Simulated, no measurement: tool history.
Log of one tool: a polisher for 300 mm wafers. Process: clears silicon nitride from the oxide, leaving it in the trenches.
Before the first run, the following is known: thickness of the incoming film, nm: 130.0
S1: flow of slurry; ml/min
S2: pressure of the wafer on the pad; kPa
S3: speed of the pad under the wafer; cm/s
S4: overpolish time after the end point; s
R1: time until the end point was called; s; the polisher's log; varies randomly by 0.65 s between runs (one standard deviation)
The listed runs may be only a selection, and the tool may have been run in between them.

Run 1, day 0: S1 300 ml/min, S2 20 kPa, S3 120 cm/s, S4 13 s. Result: R1 101.33 s.
Run 2, day 0.158: S1 300 ml/min, S2 21.4 kPa, S3 120 cm/s, S4 13 s. Result: R1 92.597 s.
Run 3, day 0.238: S1 265 ml/min, S2 21.4 kPa, S3 120 cm/s, S4 13 s. Result: R1 94.702 s.
Run 4, day 0.488: S1 325 ml/min, S2 21.4 kPa, S3 120 cm/s, S4 13 s. Result: R1 94.466 s.
Run 5, day 0.725: S1 325 ml/min, S2 16.5 kPa, S3 120 cm/s, S4 13 s. Result: R1 121.04 s.
Run 6, day 0.879: S1 325 ml/min, S2 19.3 kPa, S3 120 cm/s, S4 13 s. Result: R1 104.26 s.

What does the tool deliver on the next run?
Run 7, day 0.992: S1 325 ml/min, S2 20.7 kPa, S3 120 cm/s, S4 13 s. Result: R1 ?.

R1: 95.555 s
